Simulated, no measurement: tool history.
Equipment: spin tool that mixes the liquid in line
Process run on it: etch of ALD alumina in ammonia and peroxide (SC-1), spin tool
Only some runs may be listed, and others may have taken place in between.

| run | day | temperature setpoint of the liquid (°C) | parts of 29 % ammonia solution to one part of 30 % peroxide (parts by volume) | time under the liquid (s) | thickness taken off the ALD alumina on a monitor wafer (Å) |
|---|---|---|---|---|---|
| 1 | 0.000 | 52.0 | 0.4 | 260 | 104.060 |
| 2 | 0.104 | 52.5 | 0.4 | 260 | 103.830 |
| 3 | 0.208 | 53.0 | 0.4 | 260 | 109.410 |
| 4 | 0.312 | 50.0 | 0.4 | 260 | 91.207 |
| 5 | 0.533 | 50.0 | 0.5 | 260 | 94.675 |
| 6 | 0.829 | 51.0 | 0.5 | 260 | 99.749 |
| 7 | 1.000 | 57.0 | 0.5 | 260 | 138.750 |

What will run 8 give?
| 8 | 1.117 | 57.0 | 0.5 | 260 | ? |

thickness taken off the ALD alumina on a monitor wafer (Å): 139.450
